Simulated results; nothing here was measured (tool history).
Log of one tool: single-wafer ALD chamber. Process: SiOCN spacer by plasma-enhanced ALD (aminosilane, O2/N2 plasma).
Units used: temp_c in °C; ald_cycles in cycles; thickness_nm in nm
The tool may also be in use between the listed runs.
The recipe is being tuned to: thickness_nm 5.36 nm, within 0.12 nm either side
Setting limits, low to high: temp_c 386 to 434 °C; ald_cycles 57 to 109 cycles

run,hour,temp_c,ald_cycles,thickness_nm
1,0,410,83,4.6475
2,7.4,420,83,4.5147
3,15.6,419,84,4.6396
4,23.2,428,84,4.4426
5,23.8,428,74,3.8827
6,26.6,425,76,4.0736
# hour 35.1: thermocouple changed; heater temperature recalibrated
7,35.1,425,76,4.1619
8,39.7,422,78,4.3119
9,40.4,419,79,4.436
10,41.3,419,79,4.3802
11,48.3,416,80,4.492
12,51.3,414,81,4.5987
13,52,412,82,4.6833
14,58.2,410,83,4.7517
15,60.3,408,84,4.8503
16,64.1,406,85,4.9176
17,71.5,405,86,5.0473
18,79.1,404,86,5.0664
19,82.9,403,86,5.0236
20,83.5,402,86,5.0813
21,91.8,401,86,5.1161
22,99.2,400,86,5.0917
23,104.8,399,86,5.113
24,112.6,398,86,5.1009
25,115,396,88,5.2017

5 candidate next runs follow, results not yet known. Just one meets every target within its allowed miss. Identify it.
A,117.4,392,87,?
B,117.4,398,91,?
C,117.4,392,85,?
D,117.4,394,87,?
E,117.4,393,87,?

move,thickness_nm
A,5.165
B,5.4025
C,5.0463
D,5.165
E,5.165
A: the biggest miss grows against the last run
B: all results land within tolerance of their targets
C: the biggest miss grows against the last run
D: the biggest miss grows against the last run
E: the biggest miss grows against the last run
Answer: B

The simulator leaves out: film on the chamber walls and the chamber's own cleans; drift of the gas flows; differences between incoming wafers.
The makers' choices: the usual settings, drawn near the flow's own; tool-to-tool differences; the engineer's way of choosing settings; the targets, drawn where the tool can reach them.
